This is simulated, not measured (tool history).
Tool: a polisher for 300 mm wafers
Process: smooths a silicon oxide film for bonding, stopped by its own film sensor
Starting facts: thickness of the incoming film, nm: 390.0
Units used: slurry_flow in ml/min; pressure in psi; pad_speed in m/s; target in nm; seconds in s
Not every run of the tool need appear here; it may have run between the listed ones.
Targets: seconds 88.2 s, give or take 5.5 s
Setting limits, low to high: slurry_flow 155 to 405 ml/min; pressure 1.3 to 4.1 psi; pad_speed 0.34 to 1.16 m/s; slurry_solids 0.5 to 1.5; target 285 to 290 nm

{"run": 1, "hour": 0.0, "slurry_flow": 260, "pressure": 2.7, "pad_speed": 0.74, "slurry_solids": 1, "target": 290, "seconds": 133.9}
{"run": 2, "hour": 7.9, "slurry_flow": 260, "pressure": 2.4, "pad_speed": 0.74, "slurry_solids": 1, "target": 290, "seconds": 144.73}
{"run": 3, "hour": 13.5, "slurry_flow": 320, "pressure": 2.4, "pad_speed": 0.74, "slurry_solids": 1, "target": 290, "seconds": 142.3}
{"run": 4, "hour": 20.0, "slurry_flow": 320, "pressure": 2.5, "pad_speed": 0.74, "slurry_solids": 1, "target": 290, "seconds": 136.75}
{"run": 5, "hour": 28.9, "slurry_flow": 290, "pressure": 2.5, "pad_speed": 0.74, "slurry_solids": 1, "target": 290, "seconds": 137.44}
{"run": 6, "hour": 30.8, "slurry_flow": 335, "pressure": 2.5, "pad_speed": 0.74, "slurry_solids": 1, "target": 290, "seconds": 138.94}
{"run": 7, "hour": 33.8, "slurry_flow": 335, "pressure": 3.2, "pad_speed": 0.8, "slurry_solids": 1, "target": 290, "seconds": 106.8}
{"run": 8, "hour": 36.0, "slurry_flow": 335, "pressure": 3.3, "pad_speed": 0.8, "slurry_solids": 1, "target": 290, "seconds": 100.91}
{"run": 9, "hour": 40.6, "slurry_flow": 335, "pressure": 3.5, "pad_speed": 0.82, "slurry_solids": 1, "target": 290, "seconds": 96.853}

Exactly one of the 5 candidate moves below puts every result within its allowed miss. Which one?
{"run": "A", "hour": 45.2, "slurry_flow": 315, "pressure": 3.3, "pad_speed": 0.9, "slurry_solids": 0.65, "target": 290, "seconds": "?"}
{"run": "B", "hour": 45.2, "slurry_flow": 290, "pressure": 3.1, "pad_speed": 0.88, "slurry_solids": 0.9, "target": 290, "seconds": "?"}
{"run": "C", "hour": 45.2, "slurry_flow": 340, "pressure": 3.8, "pad_speed": 0.94, "slurry_solids": 0.8, "target": 285, "seconds": "?"}
{"run": "D", "hour": 45.2, "slurry_flow": 340, "pressure": 3.6, "pad_speed": 0.8, "slurry_solids": 0.85, "target": 288, "seconds": "?"}
{"run": "E", "hour": 45.2, "slurry_flow": 320, "pressure": 3, "pad_speed": 0.88, "slurry_solids": 0.9, "target": 290, "seconds": "?"}

move=A seconds=110.14
move=B seconds=104.24
move=C seconds=89.35
move=D seconds=101.16
move=E seconds=106.35
A: lands further from the targets than the last run did
B: lands further from the targets than the last run did
C: all results land within tolerance of their targets
D: lands further from the targets than the last run did
E: lands further from the targets than the last run did
Correct choice: C, which meets every target
